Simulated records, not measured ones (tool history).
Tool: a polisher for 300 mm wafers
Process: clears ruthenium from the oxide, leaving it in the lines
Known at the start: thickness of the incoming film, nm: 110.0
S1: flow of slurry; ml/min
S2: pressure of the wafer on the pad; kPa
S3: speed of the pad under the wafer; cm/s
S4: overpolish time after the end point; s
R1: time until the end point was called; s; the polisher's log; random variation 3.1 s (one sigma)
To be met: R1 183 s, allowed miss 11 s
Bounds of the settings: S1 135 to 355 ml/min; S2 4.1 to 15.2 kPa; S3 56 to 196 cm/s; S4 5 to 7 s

run	hour	S1	S2	S3	S4	R1
1	0	225	9.7	126	7	123.19
2	2.8	225	9	124	7	130.2
3	7.2	225	9	124	7	130.17
4	13.8	225	9	124	7	129.54
5	16.8	225	8.3	122	7	143.52
6	21.6	225	8.3	146	7	120.21
7	27.7	225	7.6	144	7	135.81
8	36.2	225	4.8	140	7	214.5

5 next moves are on the table. One of them brings every result within its allowed miss. Which?
A	44.7	215	6.2	150	5	?
B	44.7	225	6.2	126	7	?
C	44.7	250	4.1	120	5	?
D	44.7	240	6.9	140	7	?
E	44.7	215	5.5	176	5	?

move	R1
A	159.36
B	184.15
C	278.01
D	150.94
E	154.84
A: takes the result that was furthest off past its target
B: meets every target
C: further off than the last run
D: takes the result that was furthest off past its target
E: takes the result that was furthest off past its target
Answer: B
